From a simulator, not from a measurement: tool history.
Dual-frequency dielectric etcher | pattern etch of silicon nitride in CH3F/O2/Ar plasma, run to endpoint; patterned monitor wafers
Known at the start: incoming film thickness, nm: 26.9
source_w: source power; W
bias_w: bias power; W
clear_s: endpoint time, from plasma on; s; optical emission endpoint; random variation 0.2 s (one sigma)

{"run": 1, "hour": 0.0, "source_w": 490, "bias_w": 93, "clear_s": 30.731}
{"run": 2, "hour": 5.1, "source_w": 490, "bias_w": 81, "clear_s": 32.365}
{"run": 3, "hour": 6.1, "source_w": 510, "bias_w": 82, "clear_s": 31.42}
{"run": 4, "hour": 9.3, "source_w": 520, "bias_w": 83, "clear_s": 31.174}
{"run": 5, "hour": 11.9, "source_w": 530, "bias_w": 84, "clear_s": 30.814}
{"run": 6, "hour": 14.2, "source_w": 460, "bias_w": 84, "clear_s": 32.477}

The next listed run, before its measurement:
{"run": 7, "hour": 15.2, "source_w": 480, "bias_w": 85, "clear_s": "?"}

{"run 7": {"clear_s": 31.862}}
